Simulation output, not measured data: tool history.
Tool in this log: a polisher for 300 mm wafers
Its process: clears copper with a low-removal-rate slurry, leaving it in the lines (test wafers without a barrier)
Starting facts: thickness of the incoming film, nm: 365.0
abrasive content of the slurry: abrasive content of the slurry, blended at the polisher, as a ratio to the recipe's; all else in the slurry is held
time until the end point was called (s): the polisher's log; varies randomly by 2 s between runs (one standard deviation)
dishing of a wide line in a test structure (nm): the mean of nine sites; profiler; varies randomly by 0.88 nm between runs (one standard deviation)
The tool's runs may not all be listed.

run	day	flow of slurry (ml/min)	pressure of the wafer on the pad (kPa)	speed of the pad under the wafer (m/s)	abrasive content of the slurry	overpolish time after the end point (s)	time until the end point was called (s)	dishing of a wide line in a test structure (nm)
1	0.000	300	18.6	1.16	1.00	16	102.12	39.999
2	0.046	300	16.5	1.14	1.00	19	115.97	39.984
3	0.233	300	16.5	1.14	1.00	16	116.61	36.142
4	0.529	300	15.2	1.14	1.00	19	123.84	38.866
5	0.708	300	15.2	1.14	0.90	19	127.88	36.918
6	1.017	300	15.2	1.14	0.75	19	131.33	37.047
7	1.379	300	15.2	1.14	0.75	19	131.65	37.841

Expected results for the next run?
8	1.412	300	12.4	1.12	0.75	24	?	?

{"run 8": {"time until the end point was called (s)": 161.33, "dishing of a wide line in a test structure (nm)": 36.902}}
